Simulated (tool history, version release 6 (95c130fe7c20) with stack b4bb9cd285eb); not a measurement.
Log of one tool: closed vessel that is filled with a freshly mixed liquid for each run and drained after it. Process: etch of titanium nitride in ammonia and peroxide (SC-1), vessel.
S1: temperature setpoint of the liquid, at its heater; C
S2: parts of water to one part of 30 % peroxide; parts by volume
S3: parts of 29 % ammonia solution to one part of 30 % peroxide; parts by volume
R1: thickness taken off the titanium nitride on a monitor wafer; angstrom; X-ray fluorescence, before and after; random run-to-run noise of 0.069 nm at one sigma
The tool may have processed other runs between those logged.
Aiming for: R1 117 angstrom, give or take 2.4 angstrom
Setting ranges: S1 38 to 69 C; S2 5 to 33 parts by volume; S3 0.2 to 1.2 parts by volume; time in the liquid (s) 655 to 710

Run 1, hour 0: S1 53 C, S2 18.5 parts by volume, S3 0.9 parts by volume, time in the liquid (s) 655. Result: R1 265.37 angstrom.
Run 2, hour 2.4: S1 53 C, S2 13.5 parts by volume, S3 0.9 parts by volume, time in the liquid (s) 655. Result: R1 317.44 angstrom.
Run 3, hour 9.9: S1 53 C, S2 13.5 parts by volume, S3 0.9 parts by volume, time in the liquid (s) 710. Result: R1 338.44 angstrom.
Run 4, hour 10.9: S1 53 C, S2 9.5 parts by volume, S3 0.9 parts by volume, time in the liquid (s) 710. Result: R1 404.29 angstrom.
At hour 20.2: thermometer replaced.
Run 5, hour 20.2: S1 53 C, S2 9.5 parts by volume, S3 0.7 parts by volume, time in the liquid (s) 710. Result: R1 442.92 angstrom.
Run 6, hour 26.5: S1 49 C, S2 11.5 parts by volume, S3 0.7 parts by volume, time in the liquid (s) 710. Result: R1 305.44 angstrom.
Run 7, hour 34.3: S1 49 C, S2 11.5 parts by volume, S3 0.7 parts by volume, time in the liquid (s) 710. Result: R1 304.54 angstrom.
Run 8, hour 35.8: S1 46 C, S2 13 parts by volume, S3 0.7 parts by volume, time in the liquid (s) 710. Result: R1 233.69 angstrom.
Run 9, hour 39.2: S1 44 C, S2 14 parts by volume, S3 0.7 parts by volume, time in the liquid (s) 710. Result: R1 191.16 angstrom.
Run 10, hour 42.9: S1 42.5 C, S2 14.5 parts by volume, S3 0.7 parts by volume, time in the liquid (s) 710. Result: R1 170.56 angstrom.
Run 11, hour 48.7: S1 41 C, S2 15 parts by volume, S3 0.7 parts by volume, time in the liquid (s) 710. Result: R1 147.62 angstrom.
Run 12, hour 50.7: S1 40 C, S2 15 parts by volume, S3 0.7 parts by volume, time in the liquid (s) 710. Result: R1 138.47 angstrom.
Run 13, hour 57: S1 39.5 C, S2 15 parts by volume, S3 0.7 parts by volume, time in the liquid (s) 710. Result: R1 133.31 angstrom.
Run 14, hour 65.6: S1 39 C, S2 15 parts by volume, S3 0.7 parts by volume, time in the liquid (s) 710. Result: R1 128.1 angstrom.
Run 15, hour 67.3: S1 38.5 C, S2 15 parts by volume, S3 0.7 parts by volume, time in the liquid (s) 710. Result: R1 124.72 angstrom.

Pick the move, out of 4, that brings all results within their allowed miss; only one does.
Run A, hour 69: S1 40.5 C, S2 17.5 parts by volume, S3 0.8 parts by volume, time in the liquid (s) 655. Result: R1 ?.
Run B, hour 69: S1 40 C, S2 17.5 parts by volume, S3 0.65 parts by volume, time in the liquid (s) 705. Result: R1 ?.
Run C, hour 69: S1 38.5 C, S2 16 parts by volume, S3 0.65 parts by volume, time in the liquid (s) 700. Result: R1 ?.
Run D, hour 69: S1 39 C, S2 15 parts by volume, S3 0.6 parts by volume, time in the liquid (s) 695. Result: R1 ?.

move      R1
   A  124.12
   B  124.08
   C  115.69
   D  121.74
A: nearer the targets than the last run, but a result is still out of spec
B: nearer the targets than the last run, but a result is still out of spec
C: every result lands within tolerance
D: nearer the targets than the last run, but a result is still out of spec
C meets every target.
